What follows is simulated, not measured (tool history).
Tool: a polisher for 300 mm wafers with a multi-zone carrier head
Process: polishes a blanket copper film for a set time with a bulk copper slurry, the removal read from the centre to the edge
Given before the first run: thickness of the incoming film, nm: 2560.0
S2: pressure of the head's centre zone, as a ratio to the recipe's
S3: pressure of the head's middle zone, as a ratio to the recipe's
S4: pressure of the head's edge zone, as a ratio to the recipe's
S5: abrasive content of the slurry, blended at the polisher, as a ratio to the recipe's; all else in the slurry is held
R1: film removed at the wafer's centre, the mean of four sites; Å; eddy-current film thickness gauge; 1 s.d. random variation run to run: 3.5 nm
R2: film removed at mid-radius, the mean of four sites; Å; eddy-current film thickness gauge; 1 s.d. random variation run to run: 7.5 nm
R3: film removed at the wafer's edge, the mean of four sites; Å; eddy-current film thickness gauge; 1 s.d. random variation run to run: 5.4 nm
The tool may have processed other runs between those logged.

Run 1, hour 0.0: flow of slurry (ml/min) 280, S2 1.00, S3 1.00, S4 1.00, S5 1.0, polishing time (s) 81. Result: R1 4897.7 Å, R2 5107.0 Å, R3 4934.4 Å.
Run 2, hour 8.3: flow of slurry (ml/min) 280, S2 1.00, S3 1.00, S4 1.00, S5 1.0, polishing time (s) 94. Result: R1 5633.7 Å, R2 5863.4 Å, R3 5536.9 Å.
Run 3, hour 16.2: flow of slurry (ml/min) 280, S2 1.00, S3 1.00, S4 1.00, S5 1.0, polishing time (s) 77. Result: R1 4647.2 Å, R2 4788.8 Å, R3 4605.2 Å.
Run 4, hour 20.3: flow of slurry (ml/min) 275, S2 0.95, S3 1.04, S4 0.98, S5 1.0, polishing time (s) 77. Result: R1 4318.2 Å, R2 5048.0 Å, R3 4560.7 Å.
Run 5, hour 28.1: flow of slurry (ml/min) 275, S2 0.95, S3 1.04, S4 0.90, S5 1.0, polishing time (s) 77. Result: R1 4387.8 Å, R2 4936.9 Å, R3 4378.5 Å.
Run 6, hour 31.2: flow of slurry (ml/min) 275, S2 0.95, S3 1.04, S4 0.93, S5 1.0, polishing time (s) 77. Result: R1 4355.3 Å, R2 4954.0 Å, R3 4352.8 Å.
Run 7, hour 36.5: flow of slurry (ml/min) 265, S2 0.92, S3 1.05, S4 0.94, S5 1.0, polishing time (s) 77. Result: R1 4191.1 Å, R2 5015.0 Å, R3 4440.8 Å.

Estimate the outcome of run 8 from the log above:
Run 8, hour 37.9: flow of slurry (ml/min) 260, S2 0.90, S3 1.06, S4 0.93, S5 1.0, polishing time (s) 77. Result: R1 ?, R2 ?, R3 ?.

{"run 8": {"R1": 4173.2, "R2": 5098.7, "R3": 4437.0}}

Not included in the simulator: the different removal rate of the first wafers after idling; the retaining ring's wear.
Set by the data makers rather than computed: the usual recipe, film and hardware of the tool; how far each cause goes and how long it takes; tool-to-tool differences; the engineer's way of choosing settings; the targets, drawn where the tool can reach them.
